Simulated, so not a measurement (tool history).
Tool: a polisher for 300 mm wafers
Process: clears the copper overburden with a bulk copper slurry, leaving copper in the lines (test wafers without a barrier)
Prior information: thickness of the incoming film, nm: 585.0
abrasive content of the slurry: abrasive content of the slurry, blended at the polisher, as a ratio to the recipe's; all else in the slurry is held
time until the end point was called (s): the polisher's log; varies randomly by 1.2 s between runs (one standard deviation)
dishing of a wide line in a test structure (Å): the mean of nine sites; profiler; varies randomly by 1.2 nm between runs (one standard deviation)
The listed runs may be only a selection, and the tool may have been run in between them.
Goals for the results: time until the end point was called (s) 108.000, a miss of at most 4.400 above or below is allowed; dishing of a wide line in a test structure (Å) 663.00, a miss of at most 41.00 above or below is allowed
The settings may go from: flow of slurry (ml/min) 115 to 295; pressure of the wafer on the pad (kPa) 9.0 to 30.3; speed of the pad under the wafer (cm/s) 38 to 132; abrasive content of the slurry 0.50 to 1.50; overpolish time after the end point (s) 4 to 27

run    day  flow of slurry (ml/min)  pressure of the wafer on the pad (kPa)  speed of the pad under the wafer (cm/s)  abrasive content of the slurry  overpolish time after the end point (s)  time until the end point was called (s)  dishing of a wide line in a test structure (Å)
  1  0.000                      190                                    19.3                                       84                            1.00                                       14                                   72.075                                          699.81
  2  0.204                      190                                    19.3                                       84                            1.00                                       17                                   74.165                                          787.19
  3  0.521                      190                                    17.2                                       84                            1.00                                       18                                   82.727                                          721.30
  4  0.629                      190                                    17.2                                       84                            1.10                                       18                                   81.114                                          759.65
  5  0.738                      190                                    17.2                                      102                            1.10                                       18                                   71.018                                          812.50
  6  0.846                      190                                    17.2                                      118                            1.10                                       18                                   61.217                                          849.81
  7  1.108                      190                                    14.5                                      114                            1.10                                       19                                   77.585                                          770.09
  8  1.358                      190                                    13.1                                      114                            1.10                                       20                                   82.733                                          706.52
  9  1.725                      190                                    11.7                                      112                            1.10                                       22                                   94.084                                          703.97
 10  1.896                      190                                    11.0                                      112                            1.10                                       23                                   97.885                                          681.35

Exactly one of the 4 candidate moves below puts every result within its allowed miss. Which one?
  A  2.067                      115                                    13.1                                       92                            1.20                                       22                                        ?                                               ?
  B  2.067                      205                                    10.3                                      126                            0.95                                       23                                        ?                                               ?
  C  2.067                      175                                    11.7                                      114                            1.05                                       21                                        ?                                               ?
  D  2.067                      160                                    12.4                                      124                            0.80                                       21                                        ?                                               ?

move  time until the end point was called (s)  dishing of a wide line in a test structure (Å)
   A                                  107.580                                          672.04
   B                                   98.720                                          679.20
   C                                   95.217                                          682.44
   D                                   90.952                                          708.34
A: hits every target within its allowed miss
B: an improvement on the last run, though not all results are within tolerance
C: its largest miss is bigger than the last run's
D: its largest miss is bigger than the last run's
Go with A: it meets all targets.
